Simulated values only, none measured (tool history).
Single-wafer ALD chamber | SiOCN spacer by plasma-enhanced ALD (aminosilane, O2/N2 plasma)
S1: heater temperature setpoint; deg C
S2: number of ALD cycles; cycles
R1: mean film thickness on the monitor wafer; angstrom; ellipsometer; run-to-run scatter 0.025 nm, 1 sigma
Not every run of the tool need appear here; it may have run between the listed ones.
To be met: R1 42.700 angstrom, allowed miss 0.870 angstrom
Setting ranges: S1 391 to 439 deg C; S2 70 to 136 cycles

Run 1, hour 0.0: S1 415 deg C, S2 103 cycles. Result: R1 58.523 angstrom.
Run 2, hour 7.9: S1 410 deg C, S2 103 cycles. Result: R1 59.621 angstrom.
Run 3, hour 11.7: S1 410 deg C, S2 118 cycles. Result: R1 68.959 angstrom.
Run 4, hour 18.4: S1 420 deg C, S2 118 cycles. Result: R1 65.659 angstrom.
Run 5, hour 26.4: S1 420 deg C, S2 110 cycles. Result: R1 61.014 angstrom.
Run 6, hour 27.3: S1 424 deg C, S2 102 cycles. Result: R1 56.553 angstrom.
Run 7, hour 31.0: S1 424 deg C, S2 102 cycles. Result: R1 56.675 angstrom.
Run 8, hour 36.9: S1 426 deg C, S2 94 cycles. Result: R1 51.471 angstrom.
Run 9, hour 37.9: S1 428 deg C, S2 90 cycles. Result: R1 48.867 angstrom.
Run 10, hour 43.4: S1 430 deg C, S2 87 cycles. Result: R1 46.826 angstrom.

Which one of the following 5 next-run settings gets every result inside its allowed miss? There is exactly one.
Run A, hour 48.9: S1 439 deg C, S2 84 cycles. Result: R1 ?.
Run B, hour 48.9: S1 425 deg C, S2 82 cycles. Result: R1 ?.
Run C, hour 48.9: S1 422 deg C, S2 76 cycles. Result: R1 ?.
Run D, hour 48.9: S1 435 deg C, S2 76 cycles. Result: R1 ?.
Run E, hour 48.9: S1 430 deg C, S2 84 cycles. Result: R1 ?.

move      R1
   A  43.842
   B  45.146
   C  42.308
   D  40.288
   E  45.388
A: closes in on the targets versus the last run, not all within tolerance yet
B: closes in on the targets versus the last run, not all within tolerance yet
C: every result lands within tolerance
D: takes the biggest miss from the last run beyond its target
E: closes in on the targets versus the last run, not all within tolerance yet
Answer: C
